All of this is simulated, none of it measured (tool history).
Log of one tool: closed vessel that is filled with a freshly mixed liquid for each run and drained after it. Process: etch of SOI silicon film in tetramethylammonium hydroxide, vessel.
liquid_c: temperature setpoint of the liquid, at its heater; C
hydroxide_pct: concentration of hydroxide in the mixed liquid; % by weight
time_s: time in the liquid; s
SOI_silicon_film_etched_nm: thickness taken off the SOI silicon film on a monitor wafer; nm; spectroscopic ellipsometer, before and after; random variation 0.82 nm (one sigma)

run 1 hour=0.0 | liquid_c=68 hydroxide_pct=10.5 time_s=30 | SOI_silicon_film_etched_nm=228.98
run 2 hour=4.0 | liquid_c=65 hydroxide_pct=10.5 time_s=30 | SOI_silicon_film_etched_nm=187.37
run 3 hour=10.7 | liquid_c=65 hydroxide_pct=10.5 time_s=30 | SOI_silicon_film_etched_nm=187.04
run 4 hour=19.4 | liquid_c=61 hydroxide_pct=10.5 time_s=30 | SOI_silicon_film_etched_nm=150.35
run 5 hour=24.1 | liquid_c=61 hydroxide_pct=10.5 time_s=30 | SOI_silicon_film_etched_nm=146.43
run 6 hour=31.6 | liquid_c=61 hydroxide_pct=10.5 time_s=30 | SOI_silicon_film_etched_nm=148.48

Forecast run 7:
run 7 hour=36.9 | liquid_c=55 hydroxide_pct=10.5 time_s=30 | SOI_silicon_film_etched_nm=?

SOI_silicon_film_etched_nm: 100.51 nm

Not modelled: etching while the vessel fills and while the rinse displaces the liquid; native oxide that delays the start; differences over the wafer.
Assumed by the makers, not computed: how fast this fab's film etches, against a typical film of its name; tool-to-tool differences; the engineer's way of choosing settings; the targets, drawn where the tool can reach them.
